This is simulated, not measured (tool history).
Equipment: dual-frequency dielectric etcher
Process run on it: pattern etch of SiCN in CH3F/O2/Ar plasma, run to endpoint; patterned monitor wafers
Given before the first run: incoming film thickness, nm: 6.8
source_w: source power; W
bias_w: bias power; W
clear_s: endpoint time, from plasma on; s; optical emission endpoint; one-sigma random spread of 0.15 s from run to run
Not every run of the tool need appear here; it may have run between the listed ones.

run	hour	source_w	bias_w	clear_s
1	0	430	65	17.573
2	6	400	63	18.4
3	6.9	470	63	16.991
4	10.7	430	62	17.713
5	14.7	390	62	18.646
6	20.6	440	62	17.565

What does the tool deliver on the next run?
7	23.6	440	62	?

For run 7 the tool returned clear_s 17.598 s.

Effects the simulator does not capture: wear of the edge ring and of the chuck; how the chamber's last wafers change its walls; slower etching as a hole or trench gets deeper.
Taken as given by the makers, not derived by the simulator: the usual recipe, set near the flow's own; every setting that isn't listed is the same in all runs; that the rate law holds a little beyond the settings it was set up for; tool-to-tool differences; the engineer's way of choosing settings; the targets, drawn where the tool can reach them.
